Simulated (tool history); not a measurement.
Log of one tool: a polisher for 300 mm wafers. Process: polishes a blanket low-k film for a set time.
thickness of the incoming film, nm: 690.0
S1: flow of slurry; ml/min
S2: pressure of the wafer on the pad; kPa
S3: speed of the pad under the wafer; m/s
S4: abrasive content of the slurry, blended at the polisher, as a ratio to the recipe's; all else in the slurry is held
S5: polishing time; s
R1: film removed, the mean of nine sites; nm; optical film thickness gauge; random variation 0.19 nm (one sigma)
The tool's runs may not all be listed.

{"run": 1, "hour": 0.0, "S1": 270, "S2": 11.0, "S3": 0.92, "S4": 1.0, "S5": 30, "R1": 10.471}
{"run": 2, "hour": 2.3, "S1": 270, "S2": 11.0, "S3": 0.92, "S4": 0.85, "S5": 30, "R1": 10.071}
{"run": 3, "hour": 3.2, "S1": 270, "S2": 12.4, "S3": 0.94, "S4": 0.85, "S5": 30, "R1": 11.272}
{"run": 4, "hour": 11.4, "S1": 270, "S2": 12.4, "S3": 0.72, "S4": 0.85, "S5": 30, "R1": 9.0717}
{"run": 5, "hour": 20.0, "S1": 270, "S2": 13.1, "S3": 0.72, "S4": 0.85, "S5": 30, "R1": 9.6744}
{"run": 6, "hour": 25.7, "S1": 270, "S2": 13.8, "S3": 0.72, "S4": 0.85, "S5": 30, "R1": 10.096}
{"run": 7, "hour": 33.5, "S1": 270, "S2": 14.5, "S3": 0.72, "S4": 0.85, "S5": 30, "R1": 10.834}
{"run": 8, "hour": 42.4, "S1": 270, "S2": 15.9, "S3": 0.74, "S4": 0.85, "S5": 30, "R1": 11.817}
{"run": 9, "hour": 46.7, "S1": 270, "S2": 16.5, "S3": 0.74, "S4": 0.85, "S5": 30, "R1": 12.143}
{"run": 10, "hour": 49.8, "S1": 270, "S2": 16.5, "S3": 0.74, "S4": 0.85, "S5": 30, "R1": 12.421}

Forecast run 11:
{"run": 11, "hour": 57.2, "S1": 270, "S2": 16.5, "S3": 0.74, "S4": 0.85, "S5": 30, "R1": "?"}

{"run 11": {"R1": 12.371}}
